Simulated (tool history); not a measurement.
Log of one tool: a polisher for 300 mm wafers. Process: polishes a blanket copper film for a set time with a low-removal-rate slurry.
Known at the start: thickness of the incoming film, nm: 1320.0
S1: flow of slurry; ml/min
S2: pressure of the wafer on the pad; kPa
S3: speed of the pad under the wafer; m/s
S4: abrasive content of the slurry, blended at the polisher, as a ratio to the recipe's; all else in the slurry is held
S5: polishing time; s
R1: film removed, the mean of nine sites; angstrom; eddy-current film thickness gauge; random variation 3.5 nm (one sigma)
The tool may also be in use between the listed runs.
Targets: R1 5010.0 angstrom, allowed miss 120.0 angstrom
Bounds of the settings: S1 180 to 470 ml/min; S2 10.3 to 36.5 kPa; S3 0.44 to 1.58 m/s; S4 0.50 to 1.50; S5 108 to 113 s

{"run": 1, "hour": 0.0, "S1": 300, "S2": 23.4, "S3": 1.0, "S4": 1.0, "S5": 108, "R1": 3476.8}
{"run": 2, "hour": 8.4, "S1": 370, "S2": 23.4, "S3": 1.0, "S4": 1.0, "S5": 108, "R1": 3491.8}
{"run": 3, "hour": 12.9, "S1": 370, "S2": 23.4, "S3": 1.0, "S4": 1.0, "S5": 108, "R1": 3524.1}
{"run": 4, "hour": 17.5, "S1": 370, "S2": 24.8, "S3": 1.0, "S4": 1.0, "S5": 108, "R1": 3661.4}
{"run": 5, "hour": 20.2, "S1": 370, "S2": 24.8, "S3": 1.0, "S4": 1.15, "S5": 108, "R1": 3855.5}
{"run": 6, "hour": 20.7, "S1": 370, "S2": 25.5, "S3": 1.0, "S4": 1.15, "S5": 108, "R1": 3959.9}
{"run": 7, "hour": 23.4, "S1": 370, "S2": 26.2, "S3": 1.0, "S4": 1.15, "S5": 108, "R1": 3993.8}
{"run": 8, "hour": 24.3, "S1": 370, "S2": 26.9, "S3": 1.0, "S4": 1.15, "S5": 108, "R1": 4102.5}
{"run": 9, "hour": 27.2, "S1": 370, "S2": 27.6, "S3": 1.0, "S4": 1.15, "S5": 108, "R1": 4198.8}
{"run": 10, "hour": 33.3, "S1": 370, "S2": 28.3, "S3": 1.0, "S4": 1.15, "S5": 108, "R1": 4336.9}
{"run": 11, "hour": 37.7, "S1": 370, "S2": 28.3, "S3": 1.0, "S4": 1.15, "S5": 108, "R1": 4357.4}
{"hour": 45.5, "done": "slurry nozzle cleaned"}
{"run": 12, "hour": 45.5, "S1": 370, "S2": 29.0, "S3": 1.0, "S4": 1.15, "S5": 108, "R1": 4428.9}
{"run": 13, "hour": 46.3, "S1": 370, "S2": 29.6, "S3": 1.0, "S4": 1.15, "S5": 108, "R1": 4523.0}
{"run": 14, "hour": 55.0, "S1": 370, "S2": 30.3, "S3": 1.0, "S4": 1.15, "S5": 108, "R1": 4589.8}
{"run": 15, "hour": 63.3, "S1": 370, "S2": 31.0, "S3": 1.0, "S4": 1.15, "S5": 108, "R1": 4720.4}
{"run": 16, "hour": 66.9, "S1": 380, "S2": 32.4, "S3": 1.0, "S4": 1.15, "S5": 108, "R1": 4924.5}

Which of these 4 next moves meets every target?
{"run": "A", "hour": 70.5, "S1": 405, "S2": 33.8, "S3": 0.88, "S4": 1.1, "S5": 113, "R1": "?"}
{"run": "B", "hour": 70.5, "S1": 385, "S2": 32.4, "S3": 0.98, "S4": 1.1, "S5": 108, "R1": "?"}
{"run": "C", "hour": 70.5, "S1": 375, "S2": 34.5, "S3": 0.86, "S4": 1.4, "S5": 108, "R1": "?"}
{"run": "D", "hour": 70.5, "S1": 390, "S2": 33.8, "S3": 1.0, "S4": 1.1, "S5": 108, "R1": "?"}

move=A R1=4777.2
move=B R1=4785.1
move=C R1=4807.2
move=D R1=5047.9
A: further off than the last run
B: further off than the last run
C: further off than the last run
D: meets every target
Answer: D
